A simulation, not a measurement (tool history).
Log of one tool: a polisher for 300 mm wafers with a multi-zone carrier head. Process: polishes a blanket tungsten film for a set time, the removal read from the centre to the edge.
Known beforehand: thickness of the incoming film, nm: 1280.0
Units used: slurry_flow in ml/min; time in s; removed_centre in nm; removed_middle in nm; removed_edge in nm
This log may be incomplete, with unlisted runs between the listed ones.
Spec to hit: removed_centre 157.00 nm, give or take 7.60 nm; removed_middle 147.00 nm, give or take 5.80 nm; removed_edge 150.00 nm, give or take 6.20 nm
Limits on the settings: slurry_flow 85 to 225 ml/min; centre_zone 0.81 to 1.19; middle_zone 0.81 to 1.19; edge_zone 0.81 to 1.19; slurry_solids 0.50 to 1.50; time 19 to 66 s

run 1 hour=0.0 | slurry_flow=145 centre_zone=1.00 middle_zone=1.00 edge_zone=1.00 slurry_solids=1.00 time=42 | removed_centre=225.24 removed_middle=213.80 removed_edge=226.40
run 2 hour=8.4 | slurry_flow=140 centre_zone=1.00 middle_zone=0.99 edge_zone=0.97 slurry_solids=0.90 time=40 | removed_centre=201.45 removed_middle=201.75 removed_edge=205.83
run 3 hour=9.7 | slurry_flow=140 centre_zone=1.03 middle_zone=0.96 edge_zone=0.96 slurry_solids=0.80 time=38 | removed_centre=194.13 removed_middle=177.22 removed_edge=185.79
run 4 hour=10.5 | slurry_flow=140 centre_zone=1.03 middle_zone=0.96 edge_zone=0.96 slurry_solids=0.80 time=44 | removed_centre=219.28 removed_middle=204.63 removed_edge=215.99
run 5 hour=17.8 | slurry_flow=135 centre_zone=1.03 middle_zone=0.94 edge_zone=0.93 slurry_solids=0.75 time=42 | removed_centre=207.44 removed_middle=186.94 removed_edge=197.04
run 6 hour=18.9 | slurry_flow=135 centre_zone=1.07 middle_zone=0.94 edge_zone=0.93 slurry_solids=0.75 time=42 | removed_centre=216.65 removed_middle=187.31 removed_edge=195.47
run 7 hour=23.7 | slurry_flow=130 centre_zone=1.05 middle_zone=0.93 edge_zone=0.91 slurry_solids=0.70 time=41 | removed_centre=198.34 removed_middle=173.95 removed_edge=188.55
run 8 hour=32.1 | slurry_flow=135 centre_zone=1.05 middle_zone=0.94 edge_zone=0.90 slurry_solids=0.65 time=39 | removed_centre=190.06 removed_middle=166.99 removed_edge=172.96
run 9 hour=33.7 | slurry_flow=130 centre_zone=1.04 middle_zone=0.94 edge_zone=0.89 slurry_solids=0.60 time=38 | removed_centre=170.68 removed_middle=154.40 removed_edge=167.86
run 10 hour=39.1 | slurry_flow=130 centre_zone=1.05 middle_zone=0.95 edge_zone=0.87 slurry_solids=0.60 time=38 | removed_centre=179.70 removed_middle=159.12 removed_edge=163.29
run 11 hour=43.4 | slurry_flow=125 centre_zone=1.04 middle_zone=0.95 edge_zone=0.86 slurry_solids=0.60 time=38 | removed_centre=176.92 removed_middle=157.48 removed_edge=159.68

5 next moves are on the table. One of them brings every result within its allowed miss. Which?
run A hour=47.7 | slurry_flow=145 centre_zone=1.13 middle_zone=1.00 edge_zone=0.81 slurry_solids=0.90 time=31 | removed_centre=? removed_middle=? removed_edge=?
run B hour=47.7 | slurry_flow=115 centre_zone=1.17 middle_zone=0.88 edge_zone=0.81 slurry_solids=0.65 time=37 | removed_centre=? removed_middle=? removed_edge=?
run C hour=47.7 | slurry_flow=145 centre_zone=1.15 middle_zone=0.83 edge_zone=0.85 slurry_solids=0.55 time=39 | removed_centre=? removed_middle=? removed_edge=?
run D hour=47.7 | slurry_flow=120 centre_zone=1.03 middle_zone=0.97 edge_zone=0.88 slurry_solids=0.65 time=34 | removed_centre=? removed_middle=? removed_edge=?
run E hour=47.7 | slurry_flow=175 centre_zone=1.17 middle_zone=0.89 edge_zone=0.81 slurry_solids=0.75 time=32 | removed_centre=? removed_middle=? removed_edge=?

move=A removed_centre=177.41 removed_middle=160.31 removed_edge=145.07
move=B removed_centre=188.44 removed_middle=148.99 removed_edge=152.70
move=C removed_centre=198.12 removed_middle=150.81 removed_edge=163.15
move=D removed_centre=154.33 removed_middle=150.21 removed_edge=146.54
move=E removed_centre=187.67 removed_middle=147.95 removed_edge=146.42
A: roughly where the last run was
B: moves away from the targets compared with the last run
C: moves away from the targets compared with the last run
D: every result lands within tolerance
E: moves away from the targets compared with the last run
Correct choice: D, which meets every target
